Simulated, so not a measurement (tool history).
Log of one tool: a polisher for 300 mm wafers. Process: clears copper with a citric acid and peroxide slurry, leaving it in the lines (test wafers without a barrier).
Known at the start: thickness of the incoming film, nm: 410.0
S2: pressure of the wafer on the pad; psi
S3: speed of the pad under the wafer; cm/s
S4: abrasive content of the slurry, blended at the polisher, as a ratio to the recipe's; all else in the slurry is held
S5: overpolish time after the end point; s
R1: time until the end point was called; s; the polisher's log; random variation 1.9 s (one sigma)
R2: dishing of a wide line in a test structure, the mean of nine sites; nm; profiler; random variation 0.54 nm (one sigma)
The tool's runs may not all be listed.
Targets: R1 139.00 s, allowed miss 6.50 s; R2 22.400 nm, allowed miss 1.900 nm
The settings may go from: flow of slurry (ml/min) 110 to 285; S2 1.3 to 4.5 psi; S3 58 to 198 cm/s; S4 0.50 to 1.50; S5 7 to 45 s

run 1 hour=0.0 | flow_of_slurry_(ml/min)=180 S2=2.9 S3=128 S4=1.00 S5=23 | R1=166.65 R2=43.040
run 2 hour=3.5 | flow_of_slurry_(ml/min)=180 S2=2.9 S3=132 S4=1.00 S5=19 | R1=161.22 R2=38.778
run 3 hour=10.4 | flow_of_slurry_(ml/min)=180 S2=2.9 S3=108 S4=1.00 S5=19 | R1=200.11 R2=30.675
run 4 hour=12.6 | flow_of_slurry_(ml/min)=180 S2=2.9 S3=108 S4=1.10 S5=19 | R1=199.00 R2=31.647
run 5 hour=19.5 | flow_of_slurry_(ml/min)=180 S2=2.9 S3=108 S4=1.10 S5=13 | R1=193.47 R2=23.901
run 6 hour=22.0 | flow_of_slurry_(ml/min)=180 S2=2.9 S3=122 S4=1.10 S5=13 | R1=175.29 R2=25.813
run 7 hour=24.9 | flow_of_slurry_(ml/min)=180 S2=3.0 S3=122 S4=1.20 S5=11 | R1=161.85 R2=22.440
run 8 hour=25.6 | flow_of_slurry_(ml/min)=185 S2=3.1 S3=122 S4=1.20 S5=11 | R1=157.34 R2=23.011
run 9 hour=29.5 | flow_of_slurry_(ml/min)=185 S2=3.5 S3=124 S4=1.20 S5=7 | R1=141.15 R2=17.622
run 10 hour=33.2 | flow_of_slurry_(ml/min)=185 S2=3.5 S3=124 S4=1.20 S5=7 | R1=138.34 R2=17.556
run 11 hour=34.8 | flow_of_slurry_(ml/min)=185 S2=3.5 S3=126 S4=1.20 S5=8 | R1=135.65 R2=20.156

4 next moves are on the table. One of them brings every result within its allowed miss. Which?
run A hour=36.4 | flow_of_slurry_(ml/min)=190 S2=3.9 S3=110 S4=1.30 S5=7 | R1=? R2=?
run B hour=36.4 | flow_of_slurry_(ml/min)=125 S2=3.6 S3=140 S4=1.05 S5=7 | R1=? R2=?
run C hour=36.4 | flow_of_slurry_(ml/min)=205 S2=3.5 S3=132 S4=0.90 S5=7 | R1=? R2=?
run D hour=36.4 | flow_of_slurry_(ml/min)=150 S2=3.7 S3=124 S4=1.15 S5=9 | R1=? R2=?

move=A R1=136.82 R2=18.554
move=B R1=133.80 R2=18.925
move=C R1=137.21 R2=18.474
move=D R1=137.67 R2=23.318
A: further off than the last run
B: further off than the last run
C: further off than the last run
D: meets every target
The right move is D.
